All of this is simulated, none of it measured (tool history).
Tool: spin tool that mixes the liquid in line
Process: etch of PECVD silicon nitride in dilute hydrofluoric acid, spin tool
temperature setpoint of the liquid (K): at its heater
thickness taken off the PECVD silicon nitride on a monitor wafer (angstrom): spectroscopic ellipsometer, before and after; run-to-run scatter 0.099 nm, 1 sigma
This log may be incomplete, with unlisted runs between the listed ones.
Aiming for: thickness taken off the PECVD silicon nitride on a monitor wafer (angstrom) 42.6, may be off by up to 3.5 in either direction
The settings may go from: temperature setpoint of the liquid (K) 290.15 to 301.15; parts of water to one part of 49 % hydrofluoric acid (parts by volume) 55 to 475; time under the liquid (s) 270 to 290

run  hour  temperature setpoint of the liquid (K)  parts of water to one part of 49 % hydrofluoric acid (parts by volume)  time under the liquid (s)  thickness taken off the PECVD silicon nitride on a monitor wafer (angstrom)
  1     0                                  293.15                                                                     265                        270                                                                       22.179
  2   4.6                                  293.15                                                                     265                        290                                                                       23.184
  3   7.6                                  293.15                                                                     265                        290                                                                       23.357
  4  16.4                                  294.15                                                                     255                        290                                                                       25.338
  5  20.1                                  294.65                                                                     240                        290                                                                       27.865
  6  25.7                                  295.15                                                                     230                        290                                                                       31.066
  7  32.1                                  295.65                                                                     225                        290                                                                       31.895
  8  38.5                                  296.15                                                                     220                        290                                                                       33.824
  9  42.8                                  296.65                                                                     220                        290                                                                       35.096
 10  47.4                                  297.15                                                                     220                        290                                                                       35.045
 11  53.3                                  297.65                                                                     215                        290                                                                       37.879

Consider the 4 candidate settings below. Which is the only one whose results all fall within their allowed miss of target?
  A  59.2                                  297.65                                                                     245                        280                                                                            ?
  B  59.2                                  301.15                                                                     260                        270                                                                            ?
  C  59.2                                  300.15                                                                     230                        290                                                                            ?
  D  59.2                                  298.15                                                                     260                        270                                                                            ?

move  thickness taken off the PECVD silicon nitride on a monitor wafer (angstrom)
   A                                                                       31.693
   B                                                                       35.607
   C                                                                        40.76
   D                                                                       29.708
A: further off than the last run
B: further off than the last run
C: meets every target
D: further off than the last run
Answer: C
